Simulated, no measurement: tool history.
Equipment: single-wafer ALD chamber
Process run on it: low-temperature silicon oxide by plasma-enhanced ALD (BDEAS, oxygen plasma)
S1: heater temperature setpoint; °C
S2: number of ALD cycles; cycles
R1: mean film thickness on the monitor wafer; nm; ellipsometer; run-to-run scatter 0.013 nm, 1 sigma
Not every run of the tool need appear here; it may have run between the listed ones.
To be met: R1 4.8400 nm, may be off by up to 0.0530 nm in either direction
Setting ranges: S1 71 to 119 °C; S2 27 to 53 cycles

run	hour	S1	S2	R1
1	0.0	95	40	6.1259
2	3.8	97	39	5.9245
3	5.4	97	36	5.4931
4	13.2	99	36	5.4632
5	20.4	91	36	5.6019
6	25.0	86	36	5.6731
7	32.5	89	36	5.6284
8	34.3	89	36	5.6233
9	37.9	92	36	5.5782
10	44.4	94	36	5.5396
11	46.4	96	36	5.5264
12	50.7	98	36	5.4850

Which of these 4 next moves meets every target?
A	55.0	99	31	?
B	55.0	116	33	?
C	55.0	111	32	?
D	55.0	89	40	?

move	R1
A	4.7188
B	4.8750
C	4.7658
D	6.2812
A: moves the result that the last run missed by most past its target, out the other side
B: meets every target
C: moves the result that the last run missed by most past its target, out the other side
D: misses by more than the last run did
Go with B: it meets all targets.

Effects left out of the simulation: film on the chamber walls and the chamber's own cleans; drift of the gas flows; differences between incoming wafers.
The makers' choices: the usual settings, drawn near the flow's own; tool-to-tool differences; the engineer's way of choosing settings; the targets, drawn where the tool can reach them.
